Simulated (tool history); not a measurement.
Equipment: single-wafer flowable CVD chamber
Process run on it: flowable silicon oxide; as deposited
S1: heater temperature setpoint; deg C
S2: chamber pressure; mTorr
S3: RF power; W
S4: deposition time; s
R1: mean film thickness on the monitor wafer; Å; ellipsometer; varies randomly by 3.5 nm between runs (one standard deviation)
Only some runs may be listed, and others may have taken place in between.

Run 1, day 0.000: S1 90 deg C, S2 737 mTorr, S3 2350 W, S4 828 s. Result: R1 6180.1 Å.
Run 2, day 0.221: S1 87 deg C, S2 738 mTorr, S3 2350 W, S4 828 s. Result: R1 6762.3 Å.
Run 3, day 0.533: S1 87 deg C, S2 822 mTorr, S3 2350 W, S4 828 s. Result: R1 7511.1 Å.
Run 4, day 0.712: S1 94 deg C, S2 822 mTorr, S3 2350 W, S4 828 s. Result: R1 6003.2 Å.
Run 5, day 0.983: S1 94 deg C, S2 822 mTorr, S3 2105 W, S4 828 s. Result: R1 5852.2 Å.
Run 6, day 1.038: S1 90 deg C, S2 823 mTorr, S3 2105 W, S4 828 s. Result: R1 6761.9 Å.
Run 7, day 1.254: S1 87 deg C, S2 824 mTorr, S3 2105 W, S4 828 s. Result: R1 7436.6 Å.
Run 8, day 1.329: S1 85 deg C, S2 824 mTorr, S3 2105 W, S4 828 s. Result: R1 7881.8 Å.

For run 9, what comes out?
Run 9, day 1.446: S1 78 deg C, S2 825 mTorr, S3 2105 W, S4 828 s. Result: R1 ?.

R1: 9630.0 Å
